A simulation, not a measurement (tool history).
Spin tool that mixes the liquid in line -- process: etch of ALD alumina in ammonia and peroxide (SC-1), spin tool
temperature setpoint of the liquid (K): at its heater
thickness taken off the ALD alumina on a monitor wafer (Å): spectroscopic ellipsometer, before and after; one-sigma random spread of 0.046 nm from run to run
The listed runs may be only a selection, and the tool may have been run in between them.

| run | hour | temperature setpoint of the liquid (K) | parts of 29 % ammonia solution to one part of 30 % peroxide (parts by volume) | time under the liquid (s) | thickness taken off the ALD alumina on a monitor wafer (Å) |
|---|---|---|---|---|---|
| 1 | 0 | 328.15 | 0.65 | 125 | 80.33 |
| 2 | 7.7 | 328.15 | 0.85 | 125 | 81.854 |
| 3 | 11.1 | 328.65 | 0.85 | 125 | 84.64 |
| 4 | 12.7 | 321.65 | 0.85 | 125 | 57.89 |
| 5 | 17 | 321.65 | 1 | 125 | 58.567 |
| 6 | 21.9 | 321.65 | 1 | 135 | 63.488 |
| 7 | 28 | 323.15 | 1 | 135 | 69.034 |
| 8 | 29.2 | 324.15 | 1 | 135 | 72.979 |
| 9 | 32.7 | 325.15 | 1 | 135 | 76.863 |
| 10 | 41.5 | 325.65 | 1 | 135 | 78.572 |

Run 11 has not been measured yet. What should we expect?
| 11 | 48.7 | 326.15 | 1 | 135 | ? |

thickness taken off the ALD alumina on a monitor wafer (Å): 80.432

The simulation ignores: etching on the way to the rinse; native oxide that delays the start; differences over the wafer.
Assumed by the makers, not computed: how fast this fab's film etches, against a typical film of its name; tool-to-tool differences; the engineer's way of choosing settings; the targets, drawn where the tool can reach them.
